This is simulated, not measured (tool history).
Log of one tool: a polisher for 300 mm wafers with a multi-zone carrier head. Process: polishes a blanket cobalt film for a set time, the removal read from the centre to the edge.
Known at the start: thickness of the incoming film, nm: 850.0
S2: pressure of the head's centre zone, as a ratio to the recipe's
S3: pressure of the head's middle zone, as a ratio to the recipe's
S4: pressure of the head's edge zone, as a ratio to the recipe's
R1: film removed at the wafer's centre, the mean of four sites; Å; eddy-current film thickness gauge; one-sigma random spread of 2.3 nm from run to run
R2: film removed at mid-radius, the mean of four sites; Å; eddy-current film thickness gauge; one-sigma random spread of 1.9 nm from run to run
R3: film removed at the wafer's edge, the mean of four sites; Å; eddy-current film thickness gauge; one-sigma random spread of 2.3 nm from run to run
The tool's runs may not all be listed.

{"run": 1, "day": 0.0, "flow of slurry (ml/min)": 215, "S2": 1.0, "S3": 1.0, "S4": 1.0, "polishing time (s)": 55, "R1": 2382.5, "R2": 2467.4, "R3": 2491.6}
{"run": 2, "day": 0.05, "flow of slurry (ml/min)": 215, "S2": 1.0, "S3": 1.0, "S4": 0.97, "polishing time (s)": 52, "R1": 2281.5, "R2": 2280.2, "R3": 2353.3}
{"run": 3, "day": 0.233, "flow of slurry (ml/min)": 215, "S2": 1.0, "S3": 1.0, "S4": 1.03, "polishing time (s)": 52, "R1": 2229.4, "R2": 2324.6, "R3": 2381.5}
{"run": 4, "day": 0.417, "flow of slurry (ml/min)": 215, "S2": 1.06, "S3": 1.0, "S4": 1.03, "polishing time (s)": 52, "R1": 2379.1, "R2": 2304.8, "R3": 2418.1}
{"day": 0.642, "done": "slurry nozzle cleaned"}
{"run": 5, "day": 0.642, "flow of slurry (ml/min)": 215, "S2": 1.04, "S3": 1.02, "S4": 1.0, "polishing time (s)": 50, "R1": 2354.5, "R2": 2328.8, "R3": 2355.6}
{"run": 6, "day": 0.821, "flow of slurry (ml/min)": 215, "S2": 1.0, "S3": 1.02, "S4": 1.0, "polishing time (s)": 50, "R1": 2318.9, "R2": 2329.7, "R3": 2327.2}
{"run": 7, "day": 0.992, "flow of slurry (ml/min)": 215, "S2": 0.96, "S3": 1.02, "S4": 0.98, "polishing time (s)": 48, "R1": 2083.2, "R2": 2263.8, "R3": 2172.6}
{"run": 8, "day": 1.342, "flow of slurry (ml/min)": 215, "S2": 0.96, "S3": 1.02, "S4": 0.98, "polishing time (s)": 48, "R1": 2100.9, "R2": 2252.4, "R3": 2157.4}
{"run": 9, "day": 1.529, "flow of slurry (ml/min)": 215, "S2": 0.95, "S3": 1.01, "S4": 0.95, "polishing time (s)": 47, "R1": 2042.3, "R2": 2155.8, "R3": 2140.9}

Estimate the outcome of run 10 from the log above:
{"run": 10, "day": 1.717, "flow of slurry (ml/min)": 215, "S2": 0.95, "S3": 1.02, "S4": 0.94, "polishing time (s)": 45, "R1": "?", "R2": "?", "R3": "?"}

{"run 10": {"R1": 1932.8, "R2": 2105.7, "R3": 2058.1}}
